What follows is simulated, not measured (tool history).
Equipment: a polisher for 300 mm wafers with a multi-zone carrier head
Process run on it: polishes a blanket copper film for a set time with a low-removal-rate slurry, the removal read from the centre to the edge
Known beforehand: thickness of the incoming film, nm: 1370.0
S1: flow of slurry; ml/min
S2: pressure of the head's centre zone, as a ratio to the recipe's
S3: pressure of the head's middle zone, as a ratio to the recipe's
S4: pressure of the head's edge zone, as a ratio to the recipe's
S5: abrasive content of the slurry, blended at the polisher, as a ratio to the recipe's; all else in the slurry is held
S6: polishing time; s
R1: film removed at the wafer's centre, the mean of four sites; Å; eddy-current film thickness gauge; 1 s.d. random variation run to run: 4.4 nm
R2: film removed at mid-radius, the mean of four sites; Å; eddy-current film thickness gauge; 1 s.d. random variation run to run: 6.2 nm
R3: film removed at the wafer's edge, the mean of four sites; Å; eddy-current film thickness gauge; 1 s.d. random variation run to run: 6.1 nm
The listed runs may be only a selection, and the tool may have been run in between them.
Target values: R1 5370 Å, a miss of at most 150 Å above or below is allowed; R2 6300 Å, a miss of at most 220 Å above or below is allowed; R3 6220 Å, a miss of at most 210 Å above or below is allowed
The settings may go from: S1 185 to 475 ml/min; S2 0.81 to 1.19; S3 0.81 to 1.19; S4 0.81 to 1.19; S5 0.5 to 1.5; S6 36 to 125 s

{"run": 1, "hour": 0.0, "S1": 305, "S2": 1, "S3": 1, "S4": 1, "S5": 1, "S6": 80, "R1": 3788.5, "R2": 3962.8, "R3": 3906.8}
{"run": 2, "hour": 5.3, "S1": 305, "S2": 1, "S3": 1, "S4": 1, "S5": 1.1, "S6": 80, "R1": 3885, "R2": 4067.9, "R3": 4010.1}
{"run": 3, "hour": 6.6, "S1": 305, "S2": 1, "S3": 1, "S4": 1, "S5": 1.1, "S6": 87, "R1": 4192.6, "R2": 4354.9, "R3": 4370.2}
{"run": 4, "hour": 12.0, "S1": 305, "S2": 1, "S3": 1, "S4": 1, "S5": 1.1, "S6": 107, "R1": 5169.3, "R2": 5257.7, "R3": 5466}
{"run": 5, "hour": 18.8, "S1": 310, "S2": 1, "S3": 1.03, "S4": 1.03, "S5": 1.15, "S6": 107, "R1": 5187.3, "R2": 5610.4, "R3": 5413.5}
{"run": 6, "hour": 19.3, "S1": 310, "S2": 1, "S3": 1.03, "S4": 1.03, "S5": 1, "S6": 107, "R1": 5073.8, "R2": 5452.5, "R3": 5364.9}
{"run": 7, "hour": 26.0, "S1": 310, "S2": 0.98, "S3": 1.03, "S4": 1.05, "S5": 1.1, "S6": 108, "R1": 5158.9, "R2": 5483.2, "R3": 5521.3}
{"run": 8, "hour": 34.6, "S1": 310, "S2": 0.96, "S3": 1.04, "S4": 1.06, "S5": 1.2, "S6": 110, "R1": 5222.5, "R2": 5929.2, "R3": 5742.6}
{"run": 9, "hour": 39.1, "S1": 310, "S2": 0.95, "S3": 1.04, "S4": 1.07, "S5": 1.25, "S6": 111, "R1": 5247.5, "R2": 5902.3, "R3": 5880.3}
{"run": 10, "hour": 41.1, "S1": 315, "S2": 0.95, "S3": 1.04, "S4": 1.08, "S5": 1.3, "S6": 111, "R1": 5274.5, "R2": 6023.2, "R3": 5958.2}
{"run": 11, "hour": 42.0, "S1": 320, "S2": 0.95, "S3": 1.04, "S4": 1.09, "S5": 1.35, "S6": 111, "R1": 5365.7, "R2": 6169.7, "R3": 6041.4}
{"run": 12, "hour": 42.6, "S1": 320, "S2": 0.95, "S3": 1.04, "S4": 1.1, "S5": 1.35, "S6": 111, "R1": 5387.1, "R2": 6073.6, "R3": 5995.4}

4 next moves are on the table. One of them brings every result within its allowed miss. Which?
{"run": "A", "hour": 43.2, "S1": 210, "S2": 0.98, "S3": 1.11, "S4": 0.98, "S5": 1.5, "S6": 113, "R1": "?", "R2": "?", "R3": "?"}
{"run": "B", "hour": 43.2, "S1": 410, "S2": 0.93, "S3": 1.06, "S4": 1.09, "S5": 1.4, "S6": 110, "R1": "?", "R2": "?", "R3": "?"}
{"run": "C", "hour": 43.2, "S1": 385, "S2": 0.96, "S3": 0.96, "S4": 1.1, "S5": 1.4, "S6": 108, "R1": "?", "R2": "?", "R3": "?"}
{"run": "D", "hour": 43.2, "S1": 340, "S2": 0.89, "S3": 0.85, "S4": 1.06, "S5": 1.3, "S6": 118, "R1": "?", "R2": "?", "R3": "?"}

move=A R1=5372.5 R2=6252.8 R3=5787.7
move=B R1=5305 R2=6253.8 R3=6184.8
move=C R1=5346.3 R2=5713.2 R3=6084.1
move=D R1=5252.1 R2=5608 R3=6366.5
A: misses by more than the last run did
B: all results in spec
C: puts the biggest miss on target and leaves a different result outside tolerance
D: puts the biggest miss on target and leaves a different result outside tolerance
The right move is B.
